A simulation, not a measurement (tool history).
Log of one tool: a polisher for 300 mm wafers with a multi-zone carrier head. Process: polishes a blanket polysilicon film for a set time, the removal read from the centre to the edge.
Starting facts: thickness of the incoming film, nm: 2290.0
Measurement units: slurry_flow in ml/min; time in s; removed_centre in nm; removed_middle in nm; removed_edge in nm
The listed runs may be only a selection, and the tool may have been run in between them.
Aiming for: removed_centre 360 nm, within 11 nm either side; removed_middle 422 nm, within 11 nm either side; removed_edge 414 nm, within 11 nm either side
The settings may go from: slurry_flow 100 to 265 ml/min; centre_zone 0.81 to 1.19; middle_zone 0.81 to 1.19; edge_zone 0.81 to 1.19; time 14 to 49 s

{"run": 1, "hour": 0.0, "slurry_flow": 170, "centre_zone": 1, "middle_zone": 1, "edge_zone": 1, "time": 31, "removed_centre": 305.17, "removed_middle": 310.23, "removed_edge": 300.08}
{"run": 2, "hour": 0.7, "slurry_flow": 175, "centre_zone": 0.99, "middle_zone": 1.01, "edge_zone": 1.02, "time": 32, "removed_centre": 315.23, "removed_middle": 317.89, "removed_edge": 309.33}
{"run": 3, "hour": 7.0, "slurry_flow": 170, "centre_zone": 0.97, "middle_zone": 1.02, "edge_zone": 1.03, "time": 33, "removed_centre": 316.45, "removed_middle": 332.62, "removed_edge": 320.67}
{"run": 4, "hour": 13.1, "slurry_flow": 140, "centre_zone": 0.97, "middle_zone": 1.02, "edge_zone": 1.03, "time": 33, "removed_centre": 301.21, "removed_middle": 319.84, "removed_edge": 318.53}
{"run": 5, "hour": 19.4, "slurry_flow": 140, "centre_zone": 0.96, "middle_zone": 1.03, "edge_zone": 1.05, "time": 34, "removed_centre": 308.4, "removed_middle": 334.14, "removed_edge": 325.33}
{"run": 6, "hour": 20.2, "slurry_flow": 145, "centre_zone": 0.95, "middle_zone": 1.03, "edge_zone": 1.06, "time": 35, "removed_centre": 316.33, "removed_middle": 347.72, "removed_edge": 337.17}
{"run": 7, "hour": 21.1, "slurry_flow": 145, "centre_zone": 0.94, "middle_zone": 1.03, "edge_zone": 1.07, "time": 36, "removed_centre": 328.96, "removed_middle": 354.91, "removed_edge": 348.07}
{"run": 8, "hour": 27.0, "slurry_flow": 145, "centre_zone": 0.93, "middle_zone": 1.03, "edge_zone": 1.08, "time": 37, "removed_centre": 326.92, "removed_middle": 368.11, "removed_edge": 360.56}
{"run": 9, "hour": 32.5, "slurry_flow": 150, "centre_zone": 0.92, "middle_zone": 1.03, "edge_zone": 1.09, "time": 37, "removed_centre": 324.11, "removed_middle": 363.6, "removed_edge": 372.61}
{"run": 10, "hour": 38.5, "slurry_flow": 160, "centre_zone": 0.92, "middle_zone": 1.04, "edge_zone": 1.1, "time": 37, "removed_centre": 327.8, "removed_middle": 375.34, "removed_edge": 372.63}
{"run": 11, "hour": 42.3, "slurry_flow": 170, "centre_zone": 0.92, "middle_zone": 1.04, "edge_zone": 1.11, "time": 37, "removed_centre": 337.17, "removed_middle": 381.3, "removed_edge": 379.34}
{"run": 12, "hour": 51.1, "slurry_flow": 175, "centre_zone": 0.92, "middle_zone": 1.04, "edge_zone": 1.12, "time": 37, "removed_centre": 337.16, "removed_middle": 383.84, "removed_edge": 375.28}
{"run": 13, "hour": 53.2, "slurry_flow": 180, "centre_zone": 0.92, "middle_zone": 1.04, "edge_zone": 1.13, "time": 37, "removed_centre": 340.9, "removed_middle": 386.88, "removed_edge": 382.02}
{"run": 14, "hour": 58.7, "slurry_flow": 185, "centre_zone": 0.92, "middle_zone": 1.04, "edge_zone": 1.14, "time": 37, "removed_centre": 338.97, "removed_middle": 383.52, "removed_edge": 384.82}
{"run": 15, "hour": 67.0, "slurry_flow": 190, "centre_zone": 0.92, "middle_zone": 1.04, "edge_zone": 1.15, "time": 37, "removed_centre": 342.62, "removed_middle": 384.01, "removed_edge": 385.89}
{"run": 16, "hour": 74.0, "slurry_flow": 195, "centre_zone": 0.92, "middle_zone": 1.04, "edge_zone": 1.16, "time": 37, "removed_centre": 338.39, "removed_middle": 389.8, "removed_edge": 397.33}
{"run": 17, "hour": 77.2, "slurry_flow": 200, "centre_zone": 0.92, "middle_zone": 1.04, "edge_zone": 1.16, "time": 37, "removed_centre": 345.59, "removed_middle": 390.57, "removed_edge": 388.61}
{"run": 18, "hour": 79.2, "slurry_flow": 205, "centre_zone": 0.92, "middle_zone": 1.04, "edge_zone": 1.16, "time": 37, "removed_centre": 347.61, "removed_middle": 393.16, "removed_edge": 389.42}
{"run": 19, "hour": 84.6, "slurry_flow": 210, "centre_zone": 0.92, "middle_zone": 1.04, "edge_zone": 1.16, "time": 37, "removed_centre": 346.64, "removed_middle": 392.97, "removed_edge": 395.08}
{"run": 20, "hour": 91.0, "slurry_flow": 215, "centre_zone": 0.92, "middle_zone": 1.04, "edge_zone": 1.16, "time": 37, "removed_centre": 348.44, "removed_middle": 392.23, "removed_edge": 391.55}
{"run": 21, "hour": 94.7, "slurry_flow": 220, "centre_zone": 0.91, "middle_zone": 1.06, "edge_zone": 1.18, "time": 38, "removed_centre": 358.34, "removed_middle": 408.07, "removed_edge": 405.25}

Which single option among these 5 for the next run brings every result within its allowed miss of target? Just one does.
{"run": "A", "hour": 98.4, "slurry_flow": 210, "centre_zone": 0.88, "middle_zone": 1.1, "edge_zone": 1.09, "time": 38, "removed_centre": "?", "removed_middle": "?", "removed_edge": "?"}
{"run": "B", "hour": 98.4, "slurry_flow": 205, "centre_zone": 0.9, "middle_zone": 1.05, "edge_zone": 1.19, "time": 38, "removed_centre": "?", "removed_middle": "?", "removed_edge": "?"}
{"run": "C", "hour": 98.4, "slurry_flow": 175, "centre_zone": 0.88, "middle_zone": 0.92, "edge_zone": 1.15, "time": 40, "removed_centre": "?", "removed_middle": "?", "removed_edge": "?"}
{"run": "D", "hour": 98.4, "slurry_flow": 130, "centre_zone": 0.93, "middle_zone": 1.01, "edge_zone": 1.11, "time": 42, "removed_centre": "?", "removed_middle": "?", "removed_edge": "?"}
{"run": "E", "hour": 98.4, "slurry_flow": 225, "centre_zone": 0.89, "middle_zone": 1.05, "edge_zone": 1.13, "time": 39, "removed_centre": "?", "removed_middle": "?", "removed_edge": "?"}

move=A removed_centre=345.43 removed_middle=424.21 removed_edge=387.38
move=B removed_centre=351.75 removed_middle=406.24 removed_edge=404.54
move=C removed_centre=352.2 removed_middle=373.59 removed_edge=411.68
move=D removed_centre=366.86 removed_middle=401.08 removed_edge=407.23
move=E removed_centre=362.06 removed_middle=422.23 removed_edge=407.98
A: gets the furthest-off result to its target, but another result is out of tolerance
B: its largest miss is bigger than the last run's
C: its largest miss is bigger than the last run's
D: its largest miss is bigger than the last run's
E: each result inside its tolerance
So the answer is move E, the one that meets all the targets.
